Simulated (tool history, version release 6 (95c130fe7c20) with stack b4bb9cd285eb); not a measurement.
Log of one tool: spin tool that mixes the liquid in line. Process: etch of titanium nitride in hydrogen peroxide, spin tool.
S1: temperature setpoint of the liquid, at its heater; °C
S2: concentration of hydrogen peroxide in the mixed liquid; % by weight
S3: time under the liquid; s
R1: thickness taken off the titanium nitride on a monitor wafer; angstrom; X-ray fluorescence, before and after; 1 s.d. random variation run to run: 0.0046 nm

Run 1, hour 0.0: S1 44.0 °C, S2 16.0 % by weight, S3 65 s. Result: R1 13.5980 angstrom.
Run 2, hour 5.3: S1 42.0 °C, S2 16.0 % by weight, S3 65 s. Result: R1 11.7550 angstrom.
Run 3, hour 13.5: S1 49.0 °C, S2 16.0 % by weight, S3 65 s. Result: R1 19.7070 angstrom.
Run 4, hour 15.7: S1 49.0 °C, S2 16.0 % by weight, S3 45 s. Result: R1 13.7400 angstrom.
Run 5, hour 23.1: S1 49.0 °C, S2 16.0 % by weight, S3 65 s. Result: R1 19.5670 angstrom.
Run 6, hour 25.6: S1 49.0 °C, S2 14.5 % by weight, S3 65 s. Result: R1 19.2280 angstrom.
Run 7, hour 27.2: S1 45.0 °C, S2 14.5 % by weight, S3 65 s. Result: R1 14.4100 angstrom.
Run 8, hour 29.4: S1 42.0 °C, S2 14.5 % by weight, S3 65 s. Result: R1 11.5220 angstrom.
Run 9, hour 35.2: S1 40.5 °C, S2 14.5 % by weight, S3 65 s. Result: R1 10.2130 angstrom.
Run 10, hour 42.8: S1 39.5 °C, S2 14.5 % by weight, S3 65 s. Result: R1 9.4234 angstrom.
Run 11, hour 45.1: S1 39.0 °C, S2 14.5 % by weight, S3 65 s. Result: R1 9.1531 angstrom.
Run 12, hour 46.6: S1 38.5 °C, S2 14.5 % by weight, S3 65 s. Result: R1 8.7710 angstrom.

Run 13 has not been measured yet. What should we expect?
Run 13, hour 55.6: S1 38.0 °C, S2 14.5 % by weight, S3 65 s. Result: R1 ?.

For run 13 the tool returned R1 8.4612 angstrom.
